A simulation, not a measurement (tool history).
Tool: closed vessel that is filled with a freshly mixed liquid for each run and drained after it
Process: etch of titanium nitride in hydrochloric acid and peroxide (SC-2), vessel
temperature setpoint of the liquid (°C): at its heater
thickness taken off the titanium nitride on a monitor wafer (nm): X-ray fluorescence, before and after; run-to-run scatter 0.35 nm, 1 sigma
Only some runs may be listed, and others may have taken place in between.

run,hour,temperature setpoint of the liquid (°C),parts of water to one part each of 37 % hydrochloric acid and 30 % peroxide (parts by volume),time in the liquid (s),thickness taken off the titanium nitride on a monitor wafer (nm)
1,0,56,11.5,370,13.631
2,3.4,59.5,11.5,370,16.962
3,4.5,59.5,13,370,15.284
4,6.1,57,13,370,13.142
5,14.6,57,13,400,14.195
6,16,64,13,400,21.907
7,24.3,64,13,400,21.948

What will run 8 give?
8,25.5,65.5,12,400,?

{"run 8": {"thickness taken off the titanium nitride on a monitor wafer (nm)": 25.394}}

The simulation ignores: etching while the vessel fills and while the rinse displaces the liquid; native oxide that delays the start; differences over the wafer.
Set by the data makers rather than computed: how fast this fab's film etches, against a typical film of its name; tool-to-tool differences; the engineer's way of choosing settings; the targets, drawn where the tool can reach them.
